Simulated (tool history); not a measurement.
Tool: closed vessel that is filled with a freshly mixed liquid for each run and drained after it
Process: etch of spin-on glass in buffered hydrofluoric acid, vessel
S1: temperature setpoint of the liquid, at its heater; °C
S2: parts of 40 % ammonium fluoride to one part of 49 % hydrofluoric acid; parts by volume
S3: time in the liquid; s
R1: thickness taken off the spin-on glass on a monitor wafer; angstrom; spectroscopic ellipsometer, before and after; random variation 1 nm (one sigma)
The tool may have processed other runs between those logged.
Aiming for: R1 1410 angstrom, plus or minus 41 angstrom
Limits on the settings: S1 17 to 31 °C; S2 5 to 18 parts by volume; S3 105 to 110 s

run 1 day=0 | S1=23 S2=11 S3=105 | R1=2213.3
run 2 day=0.321 | S1=22 S2=11.5 S3=105 | R1=2021.1
run 3 day=0.562 | S1=22 S2=9 S3=105 | R1=2489
run 4 day=0.675 | S1=21 S2=9.5 S3=105 | R1=2278.5
run 5 day=0.842 | S1=20.5 S2=10 S3=105 | R1=2105.7
run 6 day=1.029 | S1=20.5 S2=10 S3=105 | R1=2132.9
run 7 day=1.108 | S1=20 S2=10.5 S3=105 | R1=1999.6
run 8 day=1.458 | S1=17 S2=13.5 S3=105 | R1=1296.9

Which of these 4 next moves meets every target?
run A day=1.808 | S1=19 S2=17.5 S3=110 | R1=?
run B day=1.808 | S1=18.5 S2=16 S3=110 | R1=?
run C day=1.808 | S1=17 S2=14.5 S3=105 | R1=?
run D day=1.808 | S1=17.5 S2=13 S3=105 | R1=?

move=A R1=1198.2
move=B R1=1272.4
move=C R1=1228.7
move=D R1=1407.4
A: misses by more than the last run did
B: misses by more than the last run did
C: misses by more than the last run did
D: hits every target within its allowed miss
Go with D: it meets all targets.
